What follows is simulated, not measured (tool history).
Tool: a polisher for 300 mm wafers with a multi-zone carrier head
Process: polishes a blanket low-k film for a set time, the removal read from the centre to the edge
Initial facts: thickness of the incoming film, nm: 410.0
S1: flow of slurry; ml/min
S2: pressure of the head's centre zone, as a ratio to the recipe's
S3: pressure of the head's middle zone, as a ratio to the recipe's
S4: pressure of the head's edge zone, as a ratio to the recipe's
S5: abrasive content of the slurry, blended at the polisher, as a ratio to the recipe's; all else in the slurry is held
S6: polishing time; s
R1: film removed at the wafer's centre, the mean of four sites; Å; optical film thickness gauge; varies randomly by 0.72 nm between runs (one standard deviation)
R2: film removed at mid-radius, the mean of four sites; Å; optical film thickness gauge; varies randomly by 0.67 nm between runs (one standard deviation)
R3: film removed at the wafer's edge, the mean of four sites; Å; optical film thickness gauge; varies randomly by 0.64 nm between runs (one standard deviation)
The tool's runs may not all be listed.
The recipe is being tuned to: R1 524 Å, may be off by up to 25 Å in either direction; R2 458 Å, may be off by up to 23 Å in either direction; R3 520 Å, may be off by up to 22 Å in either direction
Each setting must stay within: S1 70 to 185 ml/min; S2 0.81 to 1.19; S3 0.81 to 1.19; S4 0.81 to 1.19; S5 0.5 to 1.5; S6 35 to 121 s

run 1 day=0 | S1=120 S2=1 S3=1 S4=1 S5=1 S6=78 | R1=373.17 R2=375.38 R3=382.75
run 2 day=0.296 | S1=120 S2=1 S3=1 S4=0.92 S5=1 S6=78 | R1=385.85 R2=380.56 R3=379.09
run 3 day=0.45 | S1=120 S2=0.94 S3=1 S4=0.92 S5=1 S6=78 | R1=351.26 R2=380.6 R3=367.02
run 4 day=0.708 | S1=120 S2=0.96 S3=0.99 S4=0.94 S5=1.05 S6=78 | R1=370.6 R2=386.23 R3=386.42
run 5 day=0.762 | S1=120 S2=0.96 S3=1.07 S4=0.94 S5=1.05 S6=78 | R1=369.79 R2=394.9 R3=374.77
run 6 day=0.958 | S1=120 S2=0.96 S3=1.07 S4=0.94 S5=1.05 S6=94 | R1=438.34 R2=482.39 R3=460.2
run 7 day=1.112 | S1=125 S2=0.98 S3=1.05 S4=0.95 S5=1.05 S6=94 | R1=467.2 R2=471.03 R3=464.95
run 8 day=1.438 | S1=125 S2=0.98 S3=1.04 S4=0.96 S5=1.05 S6=94 | R1=466.45 R2=469.78 R3=472.9
-- day=1.638 edge zone pressure recalibrated
run 9 day=1.638 | S1=145 S2=1.05 S3=0.94 S4=1.04 S5=1.1 S6=94 | R1=523.21 R2=472.45 R3=490.7

Next run, 5 choices. One meets every target within its allowed miss, the rest don't. Which?
run A day=1.838 | S1=180 S2=1.14 S3=1.06 S4=0.96 S5=1.15 S6=91 | R1=? R2=? R3=?
run B day=1.838 | S1=115 S2=1.02 S3=0.88 S4=1.09 S5=1 S6=105 | R1=? R2=? R3=?
run C day=1.838 | S1=140 S2=1.08 S3=0.93 S4=1.06 S5=1.15 S6=92 | R1=? R2=? R3=?
run D day=1.838 | S1=135 S2=1.12 S3=0.96 S4=1.03 S5=0.95 S6=94 | R1=? R2=? R3=?
run E day=1.838 | S1=135 S2=1.07 S3=0.92 S4=1.02 S5=1.15 S6=93 | R1=? R2=? R3=?

move=A R1=597.8 R2=531.86 R3=478.59
move=B R1=524.8 R2=453.03 R3=513.76
move=C R1=542 R2=459.18 R3=485.09
move=D R1=529.9 R2=444.73 R3=453.7
move=E R1=537.81 R2=456.35 R3=480.85
A: the biggest miss grows against the last run
B: all results in spec
C: the biggest miss grows against the last run
D: the biggest miss grows against the last run
E: the biggest miss grows against the last run
Go with B: it meets all targets.
